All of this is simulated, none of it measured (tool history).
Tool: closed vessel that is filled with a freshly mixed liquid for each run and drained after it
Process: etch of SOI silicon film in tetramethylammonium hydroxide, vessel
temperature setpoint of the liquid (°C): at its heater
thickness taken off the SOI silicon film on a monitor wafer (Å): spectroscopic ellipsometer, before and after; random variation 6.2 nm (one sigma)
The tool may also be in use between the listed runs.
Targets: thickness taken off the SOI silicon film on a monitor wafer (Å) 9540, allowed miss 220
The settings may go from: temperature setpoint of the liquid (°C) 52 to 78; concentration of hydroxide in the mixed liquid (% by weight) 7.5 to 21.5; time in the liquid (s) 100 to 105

run	hour	temperature setpoint of the liquid (°C)	concentration of hydroxide in the mixed liquid (% by weight)	time in the liquid (s)	thickness taken off the SOI silicon film on a monitor wafer (Å)
1	0	65	14.5	100	4747.3
2	3.8	68	14.5	100	5832.4
3	7.9	70	14.5	100	6504.6
4	11.8	71.5	14.5	100	7022.6
5	20.6	73	14.5	100	7709.8
6	24.9	73	14.5	105	8131
7	28	74	14.5	105	8547.6
8	34.1	74.5	14.5	105	8756.2

4 next moves are on the table. One of them brings every result within its allowed miss. Which?
A	40.2	73.5	14	100	?
B	40.2	74.5	12.5	100	?
C	40.2	74.5	10.5	100	?
D	40.2	76	17	105	?

move	thickness taken off the SOI silicon film on a monitor wafer (Å)
A	8058
B	8998.3
C	9617.8
D	9009
A: further off than the last run
B: nearer than the last run, and not there yet
C: meets every target
D: nearer than the last run, and not there yet
Move C is the one to make.

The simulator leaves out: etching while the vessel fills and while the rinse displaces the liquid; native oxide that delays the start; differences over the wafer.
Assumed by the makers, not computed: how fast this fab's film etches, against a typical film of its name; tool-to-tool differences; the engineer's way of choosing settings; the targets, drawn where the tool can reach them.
